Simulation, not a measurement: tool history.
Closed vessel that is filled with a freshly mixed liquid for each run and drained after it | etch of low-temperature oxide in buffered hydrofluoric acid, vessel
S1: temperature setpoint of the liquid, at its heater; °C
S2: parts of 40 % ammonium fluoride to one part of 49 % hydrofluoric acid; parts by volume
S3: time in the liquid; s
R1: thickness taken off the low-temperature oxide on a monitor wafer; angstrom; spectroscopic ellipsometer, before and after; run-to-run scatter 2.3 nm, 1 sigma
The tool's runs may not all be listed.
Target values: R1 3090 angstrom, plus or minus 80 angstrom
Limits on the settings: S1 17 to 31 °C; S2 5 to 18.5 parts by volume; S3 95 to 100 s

run  hour    S1    S2  S3      R1
  1     0    23  11.5  95  2383.4
  2   4.2  24.5  11.5  95  2565.1
  3    13  24.5    10  95    2900
  4  16.8  24.5   7.5  95  3890.4
  5  18.1  24.5   7.5  95  3828.2
  6  25.1  24.5     6  95  4726.1
  7  33.2  22.5     6  95  4212.9
     38.3  -- hydrofluoric acid flow meter replaced
  8  38.3    21     6  95  3577.9
  9  39.9  20.5     6  95  3517.8
 10  41.2  17.5     6  95  2952.2

4 candidate next runs follow, results not yet known. Just one meets every target within its allowed miss. Identify it.
  A  42.5    19    7   95   ?
  B  42.5    17    6   95   ?
  C  42.5    17  6.5   95   ?
  D  42.5  18.5  6.5  100   ?

move      R1
   A  2833.9
   B  2892.5
   C  2698.6
   D    3093
A: its largest miss is bigger than the last run's
B: its largest miss is bigger than the last run's
C: its largest miss is bigger than the last run's
D: hits every target within its allowed miss
Answer: D

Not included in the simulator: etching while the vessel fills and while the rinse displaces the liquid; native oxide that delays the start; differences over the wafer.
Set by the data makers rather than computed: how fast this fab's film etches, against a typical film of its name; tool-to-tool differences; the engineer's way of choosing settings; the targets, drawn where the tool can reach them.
